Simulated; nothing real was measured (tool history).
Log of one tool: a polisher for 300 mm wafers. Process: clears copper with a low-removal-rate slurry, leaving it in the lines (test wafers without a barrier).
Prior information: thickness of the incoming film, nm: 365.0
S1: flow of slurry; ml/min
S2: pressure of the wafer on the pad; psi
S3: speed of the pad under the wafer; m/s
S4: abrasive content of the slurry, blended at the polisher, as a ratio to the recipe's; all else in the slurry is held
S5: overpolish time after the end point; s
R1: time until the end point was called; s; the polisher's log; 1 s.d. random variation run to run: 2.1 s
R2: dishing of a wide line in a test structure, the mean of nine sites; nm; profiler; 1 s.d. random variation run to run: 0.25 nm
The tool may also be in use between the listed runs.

run,day,S1,S2,S3,S4,S5,R1,R2
1,0.000,180,3.9,1.18,1.0,11,100.240,26.248
2,0.250,180,3.9,1.18,1.1,11,99.601,27.482
3,0.388,180,3.7,1.18,1.1,11,104.580,25.974
4,0.612,180,3.5,1.18,1.1,11,112.900,24.904
5,0.800,180,2.9,1.18,1.1,11,135.640,21.296
6,0.929,180,2.9,1.38,1.1,11,117.910,23.354

Expected results for the next run?
7,1.004,180,2.8,1.38,1.1,11,?,?

R1: 121.780 s
R2: 22.370 nm

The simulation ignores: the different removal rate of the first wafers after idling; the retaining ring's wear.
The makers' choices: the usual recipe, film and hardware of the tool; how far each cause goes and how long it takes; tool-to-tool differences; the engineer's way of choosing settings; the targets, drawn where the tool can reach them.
